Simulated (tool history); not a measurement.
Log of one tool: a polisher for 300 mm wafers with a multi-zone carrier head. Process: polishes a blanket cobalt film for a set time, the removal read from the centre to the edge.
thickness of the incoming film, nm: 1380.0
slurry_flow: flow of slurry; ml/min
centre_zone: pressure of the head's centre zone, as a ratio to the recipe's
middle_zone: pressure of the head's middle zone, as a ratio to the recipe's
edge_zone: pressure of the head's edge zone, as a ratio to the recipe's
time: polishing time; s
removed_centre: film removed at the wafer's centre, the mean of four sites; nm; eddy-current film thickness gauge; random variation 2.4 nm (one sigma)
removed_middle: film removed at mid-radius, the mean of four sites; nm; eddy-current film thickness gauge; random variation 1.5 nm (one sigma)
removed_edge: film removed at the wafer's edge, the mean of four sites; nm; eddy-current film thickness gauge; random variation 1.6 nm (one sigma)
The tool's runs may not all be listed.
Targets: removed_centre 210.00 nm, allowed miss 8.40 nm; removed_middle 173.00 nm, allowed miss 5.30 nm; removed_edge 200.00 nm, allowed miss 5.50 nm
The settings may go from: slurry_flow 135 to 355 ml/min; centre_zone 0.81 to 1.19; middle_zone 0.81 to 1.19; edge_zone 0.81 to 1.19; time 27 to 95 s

{"run": 1, "hour": 0.0, "slurry_flow": 225, "centre_zone": 1.0, "middle_zone": 1.0, "edge_zone": 1.0, "time": 61, "removed_centre": 288.97, "removed_middle": 280.86, "removed_edge": 281.34}
{"run": 2, "hour": 5.5, "slurry_flow": 225, "centre_zone": 1.0, "middle_zone": 1.08, "edge_zone": 1.0, "time": 61, "removed_centre": 295.55, "removed_middle": 305.98, "removed_edge": 283.49}
{"run": 3, "hour": 6.8, "slurry_flow": 225, "centre_zone": 1.0, "middle_zone": 1.04, "edge_zone": 1.0, "time": 61, "removed_centre": 293.56, "removed_middle": 296.57, "removed_edge": 289.34}
{"run": 4, "hour": 12.5, "slurry_flow": 220, "centre_zone": 1.0, "middle_zone": 1.01, "edge_zone": 0.99, "time": 58, "removed_centre": 279.45, "removed_middle": 271.21, "removed_edge": 269.14}
{"run": 5, "hour": 15.5, "slurry_flow": 220, "centre_zone": 1.0, "middle_zone": 1.06, "edge_zone": 0.99, "time": 58, "removed_centre": 279.99, "removed_middle": 281.34, "removed_edge": 269.06}
{"run": 6, "hour": 23.7, "slurry_flow": 220, "centre_zone": 1.0, "middle_zone": 1.06, "edge_zone": 0.99, "time": 68, "removed_centre": 323.27, "removed_middle": 329.48, "removed_edge": 318.88}
{"run": 7, "hour": 29.6, "slurry_flow": 210, "centre_zone": 1.0, "middle_zone": 1.02, "edge_zone": 0.98, "time": 65, "removed_centre": 314.97, "removed_middle": 305.98, "removed_edge": 302.5}
{"run": 8, "hour": 33.8, "slurry_flow": 210, "centre_zone": 1.0, "middle_zone": 1.02, "edge_zone": 0.98, "time": 65, "removed_centre": 308.76, "removed_middle": 303.95, "removed_edge": 298.02}
{"hour": 42.7, "done": "worn pad replaced by a new one"}
{"run": 9, "hour": 42.7, "slurry_flow": 165, "centre_zone": 1.0, "middle_zone": 0.92, "edge_zone": 0.92, "time": 48, "removed_centre": 244.25, "removed_middle": 224.74, "removed_edge": 230.05}
{"run": 10, "hour": 50.3, "slurry_flow": 165, "centre_zone": 1.0, "middle_zone": 0.9, "edge_zone": 0.93, "time": 46, "removed_centre": 229.4, "removed_middle": 207.78, "removed_edge": 224.53}
{"run": 11, "hour": 52.2, "slurry_flow": 165, "centre_zone": 1.01, "middle_zone": 0.89, "edge_zone": 0.93, "time": 45, "removed_centre": 229.98, "removed_middle": 207.04, "removed_edge": 218.58}
{"run": 12, "hour": 59.9, "slurry_flow": 165, "centre_zone": 1.02, "middle_zone": 0.88, "edge_zone": 0.94, "time": 44, "removed_centre": 227.23, "removed_middle": 196.93, "removed_edge": 214.68}
{"run": 13, "hour": 68.0, "slurry_flow": 165, "centre_zone": 1.02, "middle_zone": 0.88, "edge_zone": 0.95, "time": 43, "removed_centre": 221.12, "removed_middle": 194.34, "removed_edge": 210.47}
{"run": 14, "hour": 76.3, "slurry_flow": 145, "centre_zone": 1.02, "middle_zone": 0.81, "edge_zone": 0.94, "time": 40, "removed_centre": 205.68, "removed_middle": 167.27, "removed_edge": 193.08}

Which of these 5 next moves meets every target?
{"run": "A", "hour": 84.6, "slurry_flow": 145, "centre_zone": 1.06, "middle_zone": 0.82, "edge_zone": 0.94, "time": 39, "removed_centre": "?", "removed_middle": "?", "removed_edge": "?"}
{"run": "B", "hour": 84.6, "slurry_flow": 135, "centre_zone": 1.04, "middle_zone": 0.81, "edge_zone": 1.08, "time": 39, "removed_centre": "?", "removed_middle": "?", "removed_edge": "?"}
{"run": "C", "hour": 84.6, "slurry_flow": 140, "centre_zone": 1.06, "middle_zone": 0.86, "edge_zone": 0.85, "time": 40, "removed_centre": "?", "removed_middle": "?", "removed_edge": "?"}
{"run": "D", "hour": 84.6, "slurry_flow": 140, "centre_zone": 1.06, "middle_zone": 0.84, "edge_zone": 1.0, "time": 41, "removed_centre": "?", "removed_middle": "?", "removed_edge": "?"}
{"run": "E", "hour": 84.6, "slurry_flow": 140, "centre_zone": 1.09, "middle_zone": 0.81, "edge_zone": 0.99, "time": 40, "removed_centre": "?", "removed_middle": "?", "removed_edge": "?"}

move=A removed_centre=202.53 removed_middle=161.36 removed_edge=185.51
move=B removed_centre=195.96 removed_middle=158.03 removed_edge=196.74
move=C removed_centre=206.40 removed_middle=170.26 removed_edge=180.86
move=D removed_centre=211.53 removed_middle=171.56 removed_edge=199.96
move=E removed_centre=212.21 removed_middle=163.07 removed_edge=194.21
A: further off than the last run
B: brings the result that was furthest off to its target, and leaves another outside
C: further off than the last run
D: meets every target
E: further off than the last run
Answer: D

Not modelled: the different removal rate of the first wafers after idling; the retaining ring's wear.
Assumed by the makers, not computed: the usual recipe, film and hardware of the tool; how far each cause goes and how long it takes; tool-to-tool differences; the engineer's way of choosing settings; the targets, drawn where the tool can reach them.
